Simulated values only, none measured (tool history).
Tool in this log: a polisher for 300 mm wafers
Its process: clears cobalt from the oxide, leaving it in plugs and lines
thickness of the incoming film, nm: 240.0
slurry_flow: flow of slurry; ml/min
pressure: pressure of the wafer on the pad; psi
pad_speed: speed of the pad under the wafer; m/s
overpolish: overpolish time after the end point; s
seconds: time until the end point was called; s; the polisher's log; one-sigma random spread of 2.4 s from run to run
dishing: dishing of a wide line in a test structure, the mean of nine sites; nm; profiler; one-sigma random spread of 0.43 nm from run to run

run 1 hour=0.0 | slurry_flow=270 pressure=1.6 pad_speed=0.86 overpolish=20 | seconds=70.711 dishing=39.419
run 2 hour=8.8 | slurry_flow=270 pressure=1.5 pad_speed=0.82 overpolish=18 | seconds=76.961 dishing=35.740
run 3 hour=11.1 | slurry_flow=270 pressure=1.4 pad_speed=0.78 overpolish=16 | seconds=87.850 dishing=29.704
run 4 hour=14.3 | slurry_flow=270 pressure=1.8 pad_speed=0.78 overpolish=16 | seconds=68.221 dishing=35.832
run 5 hour=21.4 | slurry_flow=270 pressure=1.4 pad_speed=0.78 overpolish=16 | seconds=92.820 dishing=30.322
run 6 hour=23.9 | slurry_flow=270 pressure=1.8 pad_speed=0.78 overpolish=16 | seconds=68.938 dishing=35.332
run 7 hour=26.7 | slurry_flow=270 pressure=1.3 pad_speed=0.74 overpolish=6 | seconds=100.830 dishing=13.283
run 8 hour=33.3 | slurry_flow=270 pressure=1.2 pad_speed=0.72 overpolish=7 | seconds=112.130 dishing=13.600
run 9 hour=41.2 | slurry_flow=270 pressure=1.1 pad_speed=0.72 overpolish=8 | seconds=120.660 dishing=14.381
run 10 hour=49.4 | slurry_flow=270 pressure=1.1 pad_speed=0.72 overpolish=9 | seconds=122.630 dishing=15.441
run 11 hour=54.9 | slurry_flow=270 pressure=1.1 pad_speed=0.72 overpolish=10 | seconds=124.380 dishing=16.125

For run 12, what comes out?
run 12 hour=61.6 | slurry_flow=270 pressure=1.1 pad_speed=0.72 overpolish=11 | seconds=? dishing=?

{"run 12": {"seconds": 122.24, "dishing": 17.999}}

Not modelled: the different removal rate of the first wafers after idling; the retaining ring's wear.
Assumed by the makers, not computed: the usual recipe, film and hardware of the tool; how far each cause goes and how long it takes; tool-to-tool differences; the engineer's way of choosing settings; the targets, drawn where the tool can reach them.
